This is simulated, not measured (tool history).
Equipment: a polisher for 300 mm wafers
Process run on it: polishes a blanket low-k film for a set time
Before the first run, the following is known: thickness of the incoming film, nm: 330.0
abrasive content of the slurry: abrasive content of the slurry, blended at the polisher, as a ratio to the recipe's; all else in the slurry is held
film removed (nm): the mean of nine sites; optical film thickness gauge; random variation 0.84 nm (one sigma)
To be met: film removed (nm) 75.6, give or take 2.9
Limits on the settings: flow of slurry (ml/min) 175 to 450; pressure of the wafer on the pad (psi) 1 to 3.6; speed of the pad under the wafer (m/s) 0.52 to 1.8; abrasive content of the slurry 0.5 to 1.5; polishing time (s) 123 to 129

run	hour	flow of slurry (ml/min)	pressure of the wafer on the pad (psi)	speed of the pad under the wafer (m/s)	abrasive content of the slurry	polishing time (s)	film removed (nm)
1	0	290	2.3	1.16	1	123	60.618
2	1.5	290	1.8	1.16	1	123	50.726
3	7.8	290	2.1	1.18	1	123	58.102
4	8.4	290	2.3	1.18	1	123	60.719
5	10.7	290	1.8	1.18	1	123	51.542
6	18.2	290	2	1.18	1	123	55.558
7	20.4	290	2.2	1.18	1	123	59.495
8	24.5	290	2.4	1.18	1	123	62.295

Which of these 5 next moves meets every target?
A	28.6	400	2.7	1.02	0.85	123	?
B	28.6	265	2.1	0.84	1.3	123	?
C	28.6	310	1.9	1.16	0.85	123	?
D	28.6	235	2.6	1.22	1.2	129	?
E	28.6	275	2.3	1.16	1	123	?

move	film removed (nm)
A	61.25
B	49.759
C	50.907
D	75.846
E	60.952
A: misses by more than the last run did
B: misses by more than the last run did
C: misses by more than the last run did
D: each result inside its tolerance
E: misses by more than the last run did
Move D is the one to make.

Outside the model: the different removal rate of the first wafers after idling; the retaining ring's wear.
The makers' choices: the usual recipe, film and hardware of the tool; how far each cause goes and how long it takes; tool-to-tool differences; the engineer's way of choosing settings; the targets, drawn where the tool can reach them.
